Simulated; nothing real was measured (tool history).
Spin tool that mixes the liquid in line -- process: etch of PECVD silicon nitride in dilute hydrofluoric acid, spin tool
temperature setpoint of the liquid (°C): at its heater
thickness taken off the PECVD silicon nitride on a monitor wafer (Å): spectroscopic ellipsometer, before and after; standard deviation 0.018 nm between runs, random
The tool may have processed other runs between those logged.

| run | hour | temperature setpoint of the liquid (°C) | parts of water to one part of 49 % hydrofluoric acid (parts by volume) | time under the liquid (s) | thickness taken off the PECVD silicon nitride on a monitor wafer (Å) |
|---|---|---|---|---|---|
| 1 | 0.0 | 24.0 | 255 | 45 | 9.7580 |
| 2 | 5.2 | 24.0 | 255 | 25 | 5.3848 |
| 3 | 7.0 | 25.5 | 220 | 25 | 6.7658 |
| 4 | 15.6 | 25.5 | 220 | 25 | 6.8270 |
| 5 | 18.3 | 26.5 | 190 | 30 | 10.0960 |
| 6 | 22.5 | 24.5 | 190 | 30 | 8.7620 |
| 7 | 31.5 | 25.5 | 165 | 30 | 10.7910 |

Estimate the outcome of run 8 from the log above:
| 8 | 37.7 | 26.5 | 150 | 30 | ? |

thickness taken off the PECVD silicon nitride on a monitor wafer (Å): 12.7910

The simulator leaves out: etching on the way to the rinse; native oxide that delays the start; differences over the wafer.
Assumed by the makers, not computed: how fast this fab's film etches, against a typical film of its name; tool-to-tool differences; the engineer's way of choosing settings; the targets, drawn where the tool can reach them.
